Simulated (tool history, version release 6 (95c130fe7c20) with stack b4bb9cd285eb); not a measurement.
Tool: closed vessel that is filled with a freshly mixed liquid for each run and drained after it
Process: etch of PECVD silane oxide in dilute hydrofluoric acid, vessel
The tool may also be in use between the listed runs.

| run | hour | temperature setpoint of the liquid (°C) | parts of water to one part of 49 % hydrofluoric acid (parts by volume) | time in the liquid (s) | thickness taken off the PECVD silane oxide on a monitor wafer (Å) |
|---|---|---|---|---|---|
| 1 | 0 | 23 | 100 | 30 | 96.632 |
| 2 | 1.5 | 25.5 | 95 | 30 | 114.58 |
| 3 | 5.5 | 27 | 95 | 30 | 119.88 |
| 4 | 6.8 | 27 | 95 | 30 | 119.81 |
| 5 | 14.5 | 28 | 90 | 30 | 133.17 |
| 6 | 18.9 | 29 | 90 | 30 | 137.19 |
| 7 | 27.3 | 29.5 | 90 | 30 | 143.4 |

Predict the results of run 8:
| 8 | 34.2 | 30 | 90 | 30 | ? |

{"run 8": {"thickness taken off the PECVD silane oxide on a monitor wafer (Å)": 144.31}}
